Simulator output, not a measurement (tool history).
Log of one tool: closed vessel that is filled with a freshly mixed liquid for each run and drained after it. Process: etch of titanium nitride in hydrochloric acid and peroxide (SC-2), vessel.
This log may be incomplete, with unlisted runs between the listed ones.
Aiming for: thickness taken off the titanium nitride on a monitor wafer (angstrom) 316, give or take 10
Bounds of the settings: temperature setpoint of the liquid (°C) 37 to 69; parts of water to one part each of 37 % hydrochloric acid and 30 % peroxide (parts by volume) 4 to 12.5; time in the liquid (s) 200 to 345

run  hour  temperature setpoint of the liquid (°C)  parts of water to one part each of 37 % hydrochloric acid and 30 % peroxide (parts by volume)  time in the liquid (s)  thickness taken off the titanium nitride on a monitor wafer (angstrom)
  1     0                                       53                                                                                              7                     345                                                                  145.64
  2   6.4                                       53                                                                                              9                     345                                                                  117.32
  3  11.7                                     55.5                                                                                              9                     345                                                                  137.51
  4    16                                       58                                                                                              9                     345                                                                  161.23
  5  18.4                                       58                                                                                            7.5                     345                                                                  186.77
  6  24.5                                     59.5                                                                                            7.5                     345                                                                  209.05
     33.1  -- new drum of peroxide connected
  7  33.1                                     66.5                                                                                            7.5                     345                                                                  337.45
  8  37.2                                     66.5                                                                                            7.5                     345                                                                  334.77

Of the 5 settings listed for the next run, only one would bring every result within its allowed miss of target. Which one?
  A  41.3                                       67                                                                                            4.5                     200                                                                       ?
  B  41.3                                       69                                                                                            8.5                     305                                                                       ?
  C  41.3                                       69                                                                                            8.5                     335                                                                       ?
  D  41.3                                     68.5                                                                                            7.5                     335                                                                       ?
  E  41.3                                       69                                                                                              9                     345                                                                       ?

move  thickness taken off the titanium nitride on a monitor wafer (angstrom)
   A                                                                  288.98
   B                                                                  307.49
   C                                                                  337.74
   D                                                                  362.33
   E                                                                  332.01
A: pushes the last run's worst result past its target
B: in spec on every target
C: lands further from the targets than the last run did
D: lands further from the targets than the last run did
E: better than the last run, though not everything is in spec
Go with B: it meets all targets.
